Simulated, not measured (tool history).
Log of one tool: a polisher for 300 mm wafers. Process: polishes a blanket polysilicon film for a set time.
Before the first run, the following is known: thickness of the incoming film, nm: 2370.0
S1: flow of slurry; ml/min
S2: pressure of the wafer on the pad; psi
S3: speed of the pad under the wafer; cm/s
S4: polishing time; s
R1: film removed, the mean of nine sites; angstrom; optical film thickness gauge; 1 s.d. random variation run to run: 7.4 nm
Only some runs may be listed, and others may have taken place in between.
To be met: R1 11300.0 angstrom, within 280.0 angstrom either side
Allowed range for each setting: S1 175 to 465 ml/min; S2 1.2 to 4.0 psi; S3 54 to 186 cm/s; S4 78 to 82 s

Run 1, hour 0.0: S1 295 ml/min, S2 2.6 psi, S3 118 cm/s, S4 78 s. Result: R1 5477.5 angstrom.
Run 2, hour 3.3: S1 295 ml/min, S2 3.2 psi, S3 118 cm/s, S4 78 s. Result: R1 6744.5 angstrom.
Run 3, hour 3.8: S1 300 ml/min, S2 3.4 psi, S3 124 cm/s, S4 78 s. Result: R1 7472.3 angstrom.
Run 4, hour 8.4: S1 300 ml/min, S2 3.5 psi, S3 130 cm/s, S4 78 s. Result: R1 7924.9 angstrom.
Run 5, hour 16.5: S1 335 ml/min, S2 3.5 psi, S3 130 cm/s, S4 78 s. Result: R1 7930.9 angstrom.
Run 6, hour 21.3: S1 335 ml/min, S2 3.6 psi, S3 136 cm/s, S4 78 s. Result: R1 8483.7 angstrom.
Run 7, hour 26.1: S1 335 ml/min, S2 3.7 psi, S3 140 cm/s, S4 78 s. Result: R1 9066.9 angstrom.
Run 8, hour 29.1: S1 335 ml/min, S2 3.8 psi, S3 144 cm/s, S4 78 s. Result: R1 9462.8 angstrom.
Run 9, hour 32.1: S1 335 ml/min, S2 3.8 psi, S3 144 cm/s, S4 78 s. Result: R1 9422.8 angstrom.
Run 10, hour 37.5: S1 335 ml/min, S2 3.8 psi, S3 148 cm/s, S4 78 s. Result: R1 9673.4 angstrom.
Run 11, hour 42.9: S1 350 ml/min, S2 4.0 psi, S3 158 cm/s, S4 78 s. Result: R1 10872.0 angstrom.

Which single option among these 5 for the next run brings every result within its allowed miss of target? Just one does.
Run A, hour 48.3: S1 335 ml/min, S2 4.0 psi, S3 170 cm/s, S4 80 s. Result: R1 ?.
Run B, hour 48.3: S1 465 ml/min, S2 3.9 psi, S3 156 cm/s, S4 78 s. Result: R1 ?.
Run C, hour 48.3: S1 360 ml/min, S2 3.8 psi, S3 164 cm/s, S4 78 s. Result: R1 ?.
Run D, hour 48.3: S1 465 ml/min, S2 3.7 psi, S3 180 cm/s, S4 78 s. Result: R1 ?.
Run E, hour 48.3: S1 385 ml/min, S2 3.9 psi, S3 158 cm/s, S4 78 s. Result: R1 ?.

move       R1
   A  11770.0
   B  10594.0
   C  10626.0
   D  11393.0
   E  10598.0
A: pushes the last run's worst result past its target
B: the biggest miss grows against the last run
C: the biggest miss grows against the last run
D: all results in spec
E: the biggest miss grows against the last run
D is the move that brings every result within its allowed miss.

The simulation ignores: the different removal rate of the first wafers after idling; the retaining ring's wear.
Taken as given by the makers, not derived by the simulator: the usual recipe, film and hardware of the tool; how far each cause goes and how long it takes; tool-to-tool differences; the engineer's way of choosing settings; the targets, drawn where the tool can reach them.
